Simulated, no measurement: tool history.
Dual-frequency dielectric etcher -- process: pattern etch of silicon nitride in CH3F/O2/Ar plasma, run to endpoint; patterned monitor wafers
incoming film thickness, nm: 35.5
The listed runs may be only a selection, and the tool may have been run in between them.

| run | hour | source power (W) | bias power (W) | endpoint time (s) |
|---|---|---|---|---|
| 1 | 0.0 | 360 | 52 | 55.225 |
| 2 | 3.7 | 360 | 59 | 52.939 |
| 3 | 5.1 | 360 | 55 | 54.347 |
| 4 | 7.3 | 390 | 55 | 52.382 |
| 5 | 15.6 | 390 | 52 | 53.582 |
| 6 | 16.3 | 350 | 52 | 55.141 |
| 7 | 23.1 | 390 | 56 | 52.200 |

Expected results for the next run?
| 8 | 31.2 | 410 | 57 | ? |

endpoint time (s): 51.353
